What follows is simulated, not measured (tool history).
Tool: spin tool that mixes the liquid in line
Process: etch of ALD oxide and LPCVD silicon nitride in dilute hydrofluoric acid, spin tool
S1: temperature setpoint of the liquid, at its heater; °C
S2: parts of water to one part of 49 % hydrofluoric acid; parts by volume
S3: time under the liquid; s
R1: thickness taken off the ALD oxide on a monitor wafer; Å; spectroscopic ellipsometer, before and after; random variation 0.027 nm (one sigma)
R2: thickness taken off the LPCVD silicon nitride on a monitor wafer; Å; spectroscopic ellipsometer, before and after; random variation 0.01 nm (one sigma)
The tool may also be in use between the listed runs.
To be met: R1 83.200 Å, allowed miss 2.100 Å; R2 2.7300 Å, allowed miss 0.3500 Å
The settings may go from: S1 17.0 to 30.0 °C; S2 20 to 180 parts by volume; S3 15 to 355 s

run 1 hour=0.0 | S1=22.0 S2=100 S3=180 | R1=209.630 R2=7.2066
run 2 hour=5.2 | S1=21.5 S2=110 S3=180 | R1=186.020 R2=6.3270
run 3 hour=9.1 | S1=21.0 S2=120 S3=180 | R1=164.750 R2=6.0488
run 4 hour=11.9 | S1=20.5 S2=125 S3=175 | R1=149.520 R2=5.1612
run 5 hour=16.7 | S1=20.0 S2=130 S3=175 | R1=140.360 R2=4.9795
run 6 hour=20.0 | S1=23.0 S2=130 S3=175 | R1=158.270 R2=6.0868
run 7 hour=23.5 | S1=22.0 S2=135 S3=175 | R1=144.730 R2=5.3032
run 8 hour=30.2 | S1=21.0 S2=140 S3=175 | R1=134.000 R2=4.8790
run 9 hour=36.9 | S1=20.5 S2=145 S3=175 | R1=127.290 R2=4.8546
run 10 hour=42.2 | S1=20.0 S2=150 S3=170 | R1=115.840 R2=3.8634
run 11 hour=44.7 | S1=20.0 S2=150 S3=170 | R1=115.410 R2=4.0383
run 12 hour=46.0 | S1=19.5 S2=155 S3=170 | R1=108.280 R2=3.8992
run 13 hour=49.0 | S1=19.0 S2=160 S3=170 | R1=102.540 R2=3.4583
run 14 hour=52.0 | S1=18.0 S2=180 S3=170 | R1=86.376 R2=3.0006

Which of these 4 next moves meets every target?
run A hour=55.0 | S1=17.0 S2=170 S3=160 | R1=? R2=?
run B hour=55.0 | S1=19.0 S2=180 S3=145 | R1=? R2=?
run C hour=55.0 | S1=18.0 S2=180 S3=155 | R1=? R2=?
run D hour=55.0 | S1=19.0 S2=175 S3=140 | R1=? R2=?

move=A R1=83.618 R2=2.6836
move=B R1=76.789 R2=2.6337
move=C R1=78.890 R2=2.6329
move=D R1=76.635 R2=2.6132
A: meets every target
B: takes the result that was furthest off past its target
C: takes the result that was furthest off past its target
D: takes the result that was furthest off past its target
Answer: A

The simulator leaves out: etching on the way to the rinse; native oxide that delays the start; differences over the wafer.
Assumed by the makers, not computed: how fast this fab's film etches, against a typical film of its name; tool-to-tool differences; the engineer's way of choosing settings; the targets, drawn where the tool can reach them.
